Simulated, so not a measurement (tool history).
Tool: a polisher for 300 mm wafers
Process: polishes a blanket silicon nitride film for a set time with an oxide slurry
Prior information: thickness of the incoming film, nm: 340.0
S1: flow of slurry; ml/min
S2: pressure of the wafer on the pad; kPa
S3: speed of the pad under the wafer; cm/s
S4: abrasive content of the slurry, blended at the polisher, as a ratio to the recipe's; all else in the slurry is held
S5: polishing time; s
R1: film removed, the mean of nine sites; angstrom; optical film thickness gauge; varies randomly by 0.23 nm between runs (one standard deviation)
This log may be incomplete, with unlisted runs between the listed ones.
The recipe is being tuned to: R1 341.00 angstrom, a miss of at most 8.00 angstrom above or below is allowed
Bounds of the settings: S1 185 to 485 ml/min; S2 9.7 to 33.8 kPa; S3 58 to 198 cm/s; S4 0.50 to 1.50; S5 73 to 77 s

run 1 hour=0.0 | S1=310 S2=21.4 S3=128 S4=1.00 S5=73 | R1=544.63
run 2 hour=1.0 | S1=305 S2=18.6 S3=128 S4=1.00 S5=73 | R1=476.46
run 3 hour=9.7 | S1=300 S2=16.5 S3=128 S4=1.00 S5=73 | R1=426.64
run 4 hour=15.8 | S1=295 S2=15.2 S3=128 S4=1.00 S5=73 | R1=391.85
run 5 hour=17.4 | S1=285 S2=14.5 S3=128 S4=1.00 S5=73 | R1=374.77
run 6 hour=19.9 | S1=285 S2=19.3 S3=128 S4=1.00 S5=73 | R1=498.52
run 7 hour=28.7 | S1=295 S2=17.9 S3=128 S4=1.00 S5=73 | R1=466.85
run 8 hour=34.0 | S1=295 S2=16.5 S3=128 S4=1.00 S5=73 | R1=428.56
run 9 hour=42.9 | S1=295 S2=15.2 S3=128 S4=1.00 S5=73 | R1=390.04
run 10 hour=49.5 | S1=295 S2=14.5 S3=128 S4=1.00 S5=73 | R1=376.29
run 11 hour=53.7 | S1=295 S2=14.5 S3=128 S4=1.00 S5=73 | R1=372.92
run 12 hour=60.1 | S1=285 S2=12.4 S3=128 S4=1.00 S5=73 | R1=327.21
run 13 hour=64.7 | S1=290 S2=12.4 S3=128 S4=1.00 S5=73 | R1=330.26

Exactly one of the 5 candidate moves below puts every result within its allowed miss. Which one?
run A hour=69.3 | S1=240 S2=12.4 S3=116 S4=1.15 S5=73 | R1=?
run B hour=69.3 | S1=300 S2=11.7 S3=138 S4=0.90 S5=76 | R1=?
run C hour=69.3 | S1=325 S2=11.7 S3=122 S4=1.25 S5=74 | R1=?
run D hour=69.3 | S1=280 S2=13.1 S3=118 S4=0.95 S5=73 | R1=?
run E hour=69.3 | S1=305 S2=13.1 S3=110 S4=1.05 S5=76 | R1=?

move=A R1=320.03
move=B R1=320.85
move=C R1=339.62
move=D R1=312.28
move=E R1=327.75
A: further off than the last run
B: further off than the last run
C: in spec on every target
D: further off than the last run
E: further off than the last run
The right move is C.
